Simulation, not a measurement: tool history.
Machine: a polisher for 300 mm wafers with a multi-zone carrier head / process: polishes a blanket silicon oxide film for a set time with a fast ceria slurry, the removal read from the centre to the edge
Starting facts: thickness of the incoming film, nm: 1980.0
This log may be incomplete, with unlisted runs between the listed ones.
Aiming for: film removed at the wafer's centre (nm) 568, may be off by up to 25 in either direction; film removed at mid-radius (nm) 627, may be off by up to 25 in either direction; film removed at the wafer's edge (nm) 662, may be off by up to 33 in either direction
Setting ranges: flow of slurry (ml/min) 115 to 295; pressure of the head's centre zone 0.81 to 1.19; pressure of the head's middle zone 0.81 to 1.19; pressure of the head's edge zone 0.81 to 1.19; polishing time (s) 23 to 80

| run | hour | flow of slurry (ml/min) | pressure of the head's centre zone | pressure of the head's middle zone | pressure of the head's edge zone | polishing time (s) | film removed at the wafer's centre (nm) | film removed at mid-radius (nm) | film removed at the wafer's edge (nm) |
|---|---|---|---|---|---|---|---|---|---|
| 1 | 0 | 190 | 1 | 1 | 1 | 51 | 748.9 | 801.39 | 799.46 |
| 2 | 0.6 | 190 | 1 | 1 | 0.92 | 51 | 749.79 | 776.58 | 772.37 |
| 3 | 5.1 | 210 | 1 | 1 | 0.92 | 51 | 766.2 | 815.72 | 782.65 |
| 4 | 5.9 | 230 | 1 | 1 | 0.92 | 51 | 771.31 | 804.78 | 796.86 |
| 5 | 11.5 | 230 | 1.07 | 1 | 0.92 | 51 | 831.17 | 792.12 | 799.15 |
| 6 | 15.2 | 265 | 1.07 | 1 | 0.92 | 51 | 832.14 | 816.42 | 803.34 |
| 7 | 18 | 260 | 1.01 | 0.96 | 0.92 | 48 | 742.6 | 741.79 | 764.22 |
| 8 | 21.1 | 255 | 0.97 | 0.94 | 0.91 | 46 | 694.93 | 706.64 | 707.89 |
| 9 | 22.1 | 250 | 0.92 | 0.91 | 0.93 | 45 | 650.62 | 662.44 | 697.51 |
| 10 | 26.5 | 245 | 0.89 | 0.9 | 0.93 | 45 | 616.96 | 653.01 | 677.75 |
| 11 | 27.4 | 240 | 0.87 | 0.89 | 0.94 | 45 | 615.71 | 644.8 | 699.27 |
| 12 | 35.9 | 235 | 0.85 | 0.89 | 0.93 | 45 | 580.83 | 642.14 | 700.08 |

Next run, 5 choices. One meets every target within its allowed miss, the rest don't. Which?
| A | 44.4 | 215 | 0.81 | 0.88 | 0.98 | 47 | ? | ? | ? |
| B | 44.4 | 215 | 0.87 | 1.15 | 0.83 | 40 | ? | ? | ? |
| C | 44.4 | 225 | 0.88 | 0.92 | 0.95 | 42 | ? | ? | ? |
| D | 44.4 | 280 | 1.12 | 1.05 | 0.85 | 38 | ? | ? | ? |
| E | 44.4 | 240 | 0.83 | 1.01 | 0.81 | 45 | ? | ? | ? |

| move | film removed at the wafer's centre (nm) | film removed at mid-radius (nm) | film removed at the wafer's edge (nm) |
|---|---|---|---|
| A | 588.53 | 678.23 | 765.53 |
| B | 538.17 | 711.32 | 612.5 |
| C | 574.37 | 630.47 | 679 |
| D | 677.95 | 647.55 | 601.19 |
| E | 586.59 | 732.24 | 691.85 |
A: its largest miss is bigger than the last run's
B: takes the biggest miss from the last run beyond its target
C: every result within its allowed miss
D: takes the biggest miss from the last run beyond its target
E: gets the furthest-off result to its target, but another result is out of tolerance
Answer: C

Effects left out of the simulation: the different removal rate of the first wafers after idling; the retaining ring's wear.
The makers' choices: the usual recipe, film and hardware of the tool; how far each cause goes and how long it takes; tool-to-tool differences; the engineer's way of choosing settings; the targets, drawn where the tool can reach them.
